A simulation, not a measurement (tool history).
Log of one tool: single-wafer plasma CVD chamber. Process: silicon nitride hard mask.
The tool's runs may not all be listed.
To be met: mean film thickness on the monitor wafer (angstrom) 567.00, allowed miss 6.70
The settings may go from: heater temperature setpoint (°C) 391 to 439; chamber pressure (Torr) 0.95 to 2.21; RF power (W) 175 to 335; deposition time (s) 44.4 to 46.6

| run | hour | heater temperature setpoint (°C) | chamber pressure (Torr) | RF power (W) | deposition time (s) | mean film thickness on the monitor wafer (angstrom) |
|---|---|---|---|---|---|---|
| 1 | 0.0 | 415 | 1.58 | 255 | 46.6 | 496.08 |
| 2 | 7.4 | 424 | 1.58 | 255 | 46.6 | 492.41 |
| 3 | 9.3 | 424 | 1.58 | 255 | 44.4 | 468.87 |
| 4 | 9.9 | 422 | 1.76 | 260 | 44.4 | 487.45 |
| 5 | 14.2 | 422 | 1.89 | 260 | 44.4 | 496.23 |
| 6 | 15.7 | 421 | 1.98 | 270 | 44.4 | 521.91 |
| 7 | 22.8 | 419 | 2.05 | 275 | 44.4 | 532.46 |
| 8 | 25.4 | 419 | 2.10 | 280 | 44.4 | 545.02 |
| 9 | 29.0 | 418 | 2.13 | 280 | 44.4 | 551.91 |
| 10 | 35.3 | 416 | 2.15 | 280 | 44.4 | 553.63 |
| 11 | 42.8 | 415 | 2.17 | 280 | 44.4 | 553.01 |
| 12 | 43.4 | 415 | 2.18 | 280 | 44.4 | 551.93 |

Which of these 5 next moves meets every target?
| A | 44.0 | 415 | 2.17 | 270 | 44.9 | ? |
| B | 44.0 | 414 | 2.19 | 275 | 44.4 | ? |
| C | 44.0 | 425 | 2.21 | 275 | 46.6 | ? |
| D | 44.0 | 414 | 2.17 | 255 | 46.6 | ? |
| E | 44.0 | 399 | 2.12 | 265 | 46.6 | ? |

| move | mean film thickness on the monitor wafer (angstrom) |
|---|---|
| A | 538.54 |
| B | 542.55 |
| C | 567.36 |
| D | 530.65 |
| E | 551.03 |
A: further off than the last run
B: further off than the last run
C: meets every target
D: further off than the last run
E: further off than the last run
Move C is the one to make.
